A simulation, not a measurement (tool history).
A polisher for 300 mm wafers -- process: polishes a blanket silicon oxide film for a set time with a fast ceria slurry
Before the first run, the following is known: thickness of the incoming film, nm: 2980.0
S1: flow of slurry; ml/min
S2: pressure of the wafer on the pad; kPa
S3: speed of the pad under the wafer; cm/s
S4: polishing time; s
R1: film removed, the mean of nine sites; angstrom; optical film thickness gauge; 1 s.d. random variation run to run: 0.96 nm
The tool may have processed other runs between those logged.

| run | hour | S1 | S2 | S3 | S4 | R1 |
|---|---|---|---|---|---|---|
| 1 | 0 | 120 | 13.8 | 88 | 17 | 1524.1 |
| 2 | 1 | 120 | 13.8 | 88 | 15 | 1331.2 |
| 3 | 5 | 120 | 13.8 | 102 | 15 | 1544.6 |
| 4 | 7.7 | 140 | 13.8 | 102 | 15 | 1572.8 |
| 5 | 10 | 140 | 13.1 | 102 | 15 | 1493.8 |
| 6 | 12.4 | 140 | 13.1 | 102 | 15 | 1525.7 |
| 7 | 18.7 | 135 | 12.4 | 102 | 15 | 1426.5 |

Run 8, settings as shown, results not yet in. Your forecast:
| 8 | 21.7 | 135 | 11.7 | 102 | 15 | ? |

Logged for run 8: R1 1343.2 angstrom.
